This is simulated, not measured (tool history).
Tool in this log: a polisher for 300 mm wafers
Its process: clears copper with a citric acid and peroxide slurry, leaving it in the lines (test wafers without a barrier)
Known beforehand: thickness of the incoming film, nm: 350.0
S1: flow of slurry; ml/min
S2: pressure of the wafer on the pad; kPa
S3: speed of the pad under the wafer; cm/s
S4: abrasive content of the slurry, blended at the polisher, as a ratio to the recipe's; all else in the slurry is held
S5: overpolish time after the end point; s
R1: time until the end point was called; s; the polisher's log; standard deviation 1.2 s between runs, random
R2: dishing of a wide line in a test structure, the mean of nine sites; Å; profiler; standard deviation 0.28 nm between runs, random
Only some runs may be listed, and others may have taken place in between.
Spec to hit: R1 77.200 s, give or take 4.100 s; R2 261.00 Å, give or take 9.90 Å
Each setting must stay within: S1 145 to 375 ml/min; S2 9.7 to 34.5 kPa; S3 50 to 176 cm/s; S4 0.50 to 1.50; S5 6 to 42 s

run 1 hour=0.0 | S1=240 S2=22.1 S3=112 S4=1.00 S5=21 | R1=124.050 R2=238.81
run 2 hour=4.2 | S1=240 S2=23.4 S3=112 S4=1.00 S5=20 | R1=120.150 R2=243.15
run 3 hour=7.4 | S1=295 S2=23.4 S3=112 S4=1.00 S5=20 | R1=115.950 R2=245.79
run 4 hour=11.1 | S1=350 S2=23.4 S3=112 S4=1.00 S5=20 | R1=115.480 R2=246.60
run 5 hour=19.5 | S1=350 S2=24.1 S3=112 S4=1.00 S5=19 | R1=106.900 R2=243.81
run 6 hour=25.8 | S1=350 S2=20.7 S3=112 S4=1.00 S5=19 | R1=128.770 R2=224.64
run 7 hour=28.5 | S1=350 S2=22.1 S3=112 S4=1.00 S5=18 | R1=121.650 R2=231.25
run 8 hour=34.6 | S1=350 S2=22.8 S3=112 S4=1.00 S5=17 | R1=117.000 R2=226.50
run 9 hour=39.3 | S1=350 S2=23.4 S3=112 S4=1.00 S5=17 | R1=114.820 R2=230.66
run 10 hour=41.1 | S1=350 S2=29.6 S3=118 S4=1.00 S5=12 | R1=86.093 R2=223.37
run 11 hour=45.5 | S1=350 S2=29.6 S3=118 S4=1.00 S5=12 | R1=87.869 R2=223.67
run 12 hour=46.3 | S1=350 S2=31.0 S3=120 S4=1.00 S5=15 | R1=81.999 R2=252.40

Consider the 4 candidate settings below. Which is the only one whose results all fall within their allowed miss of target?
run A hour=47.1 | S1=325 S2=31.7 S3=122 S4=1.10 S5=15 | R1=? R2=?
run B hour=47.1 | S1=350 S2=29.0 S3=140 S4=0.90 S5=19 | R1=? R2=?
run C hour=47.1 | S1=350 S2=32.4 S3=110 S4=0.75 S5=17 | R1=? R2=?
run D hour=47.1 | S1=300 S2=32.4 S3=108 S4=1.00 S5=19 | R1=? R2=?

move=A R1=78.389 R2=263.79
move=B R1=78.064 R2=286.49
move=C R1=89.921 R2=262.84
move=D R1=87.853 R2=277.21
A: each result inside its tolerance
B: the worst result of the last run now meets its target, but another is out of spec
C: lands further from the targets than the last run did
D: lands further from the targets than the last run did
Correct choice: A, which meets every target
